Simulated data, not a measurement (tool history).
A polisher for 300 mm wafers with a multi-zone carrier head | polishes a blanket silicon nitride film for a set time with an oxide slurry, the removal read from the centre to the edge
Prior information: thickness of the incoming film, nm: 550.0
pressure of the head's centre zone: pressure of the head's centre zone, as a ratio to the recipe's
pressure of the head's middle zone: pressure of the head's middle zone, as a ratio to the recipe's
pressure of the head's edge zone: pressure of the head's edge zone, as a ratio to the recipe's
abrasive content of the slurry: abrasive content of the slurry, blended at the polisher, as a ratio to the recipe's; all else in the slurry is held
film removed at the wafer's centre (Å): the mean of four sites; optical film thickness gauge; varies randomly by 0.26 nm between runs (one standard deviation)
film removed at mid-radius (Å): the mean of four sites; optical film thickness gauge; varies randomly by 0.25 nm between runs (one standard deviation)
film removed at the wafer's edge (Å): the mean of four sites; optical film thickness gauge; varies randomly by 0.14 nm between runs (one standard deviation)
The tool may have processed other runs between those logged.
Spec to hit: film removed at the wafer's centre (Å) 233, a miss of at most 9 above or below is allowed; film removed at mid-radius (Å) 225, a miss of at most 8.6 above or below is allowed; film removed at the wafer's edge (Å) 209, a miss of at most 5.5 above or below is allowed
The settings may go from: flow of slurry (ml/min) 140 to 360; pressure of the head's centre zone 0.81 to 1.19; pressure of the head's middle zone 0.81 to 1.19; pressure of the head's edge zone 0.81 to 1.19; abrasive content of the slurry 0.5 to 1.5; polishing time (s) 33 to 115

run  hour  flow of slurry (ml/min)  pressure of the head's centre zone  pressure of the head's middle zone  pressure of the head's edge zone  abrasive content of the slurry  polishing time (s)  film removed at the wafer's centre (Å)  film removed at mid-radius (Å)  film removed at the wafer's edge (Å)
  1     0                      230                                   1                                   1                                 1                               1                  73                                  286.49                           287.7                                288.79
  2   4.9                      230                                1.01                                   1                              0.96                            0.85                  73                                  260.13                          250.41                                255.41
  3   6.7                      230                                1.07                                   1                              0.96                            0.85                  73                                   277.8                          254.65                                251.31
  4   9.2                      195                                1.07                                   1                              0.96                            0.85                  73                                  276.26                           250.8                                250.44
  5  12.8                      195                                1.06                                1.02                              0.93                             0.8                  73                                  262.26                          245.18                                234.71
  6  18.1                      195                                1.14                                1.02                              0.93                             0.8                  73                                  276.19                           243.3                                235.03
  7    22                      195                                 1.1                                1.02                              0.91                             0.8                  73                                  272.66                          244.95                                 235.1
  8  23.5                      190                                1.08                                1.03                               0.9                            0.75                  73                                  245.71                          232.56                                219.94
  9  32.2                      185                                1.08                                1.03                              0.89                            0.75                  73                                   242.4                          229.03                                220.47
 10  33.2                      180                                1.08                                1.04                              0.88                            0.75                  73                                  245.75                          230.78                                213.42

Consider the 5 candidate settings below. Which is the only one whose results all fall within their allowed miss of target?
  A  34.2                      205                                1.01                                 1.1                              0.81                            0.65                  84                                       ?                               ?                                     ?
  B  34.2                      140                                1.06                                1.05                              0.86                            1.15                  56                                       ?                               ?                                     ?
  C  34.2                      215                                1.11                                1.02                              0.81                            0.85                  67                                       ?                               ?                                     ?
  D  34.2                      145                                1.14                                1.19                              0.89                            0.65                  81                                       ?                               ?                                     ?
  E  34.2                      225                                   1                                1.07                              0.92                            0.65                  82                                       ?                               ?                                     ?

move  film removed at the wafer's centre (Å)  film removed at mid-radius (Å)  film removed at the wafer's edge (Å)
   A                                  236.32                          247.45                                211.39
   B                                  234.02                          226.22                                210.63
   C                                  263.98                          235.51                                214.53
   D                                  240.48                          239.96                                203.08
   E                                  231.68                          238.98                                220.74
A: meets the target for the result that was furthest off, but another lies outside its allowed miss
B: every result lands within tolerance
C: misses by more than the last run did
D: meets the target for the result that was furthest off, but another lies outside its allowed miss
E: meets the target for the result that was furthest off, but another lies outside its allowed miss
So the answer is move B, the one that meets all the targets.
